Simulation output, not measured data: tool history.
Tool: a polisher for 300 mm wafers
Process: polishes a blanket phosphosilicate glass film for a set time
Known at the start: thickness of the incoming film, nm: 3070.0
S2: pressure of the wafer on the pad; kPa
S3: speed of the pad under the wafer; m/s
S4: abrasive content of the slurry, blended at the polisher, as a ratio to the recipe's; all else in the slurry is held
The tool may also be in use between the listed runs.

{"run": 1, "hour": 0.0, "flow of slurry (ml/min)": 185, "S2": 22.8, "S3": 1.2, "S4": 1, "polishing time (s)": 52, "film removed (angstrom)": 5042.3}
{"run": 2, "hour": 5.4, "flow of slurry (ml/min)": 185, "S2": 22.8, "S3": 1.2, "S4": 1.15, "polishing time (s)": 52, "film removed (angstrom)": 5493.5}
{"run": 3, "hour": 13.6, "flow of slurry (ml/min)": 160, "S2": 22.8, "S3": 1.2, "S4": 1.15, "polishing time (s)": 52, "film removed (angstrom)": 5288.6}
{"run": 4, "hour": 16.6, "flow of slurry (ml/min)": 180, "S2": 25.5, "S3": 1.2, "S4": 1.15, "polishing time (s)": 52, "film removed (angstrom)": 6014.5}
{"run": 5, "hour": 18.3, "flow of slurry (ml/min)": 180, "S2": 25.5, "S3": 1.44, "S4": 1.15, "polishing time (s)": 52, "film removed (angstrom)": 6843.5}
{"run": 6, "hour": 26.6, "flow of slurry (ml/min)": 190, "S2": 26.9, "S3": 1.44, "S4": 1.15, "polishing time (s)": 52, "film removed (angstrom)": 7197.2}
{"run": 7, "hour": 27.8, "flow of slurry (ml/min)": 195, "S2": 28.3, "S3": 1.44, "S4": 1.15, "polishing time (s)": 52, "film removed (angstrom)": 7648}

Run 8 comes next. What will it give?
{"run": 8, "hour": 36.5, "flow of slurry (ml/min)": 200, "S2": 29, "S3": 1.44, "S4": 1.15, "polishing time (s)": 52, "film removed (angstrom)": "?"}

Run 8 gave film removed (angstrom) 8000.4.
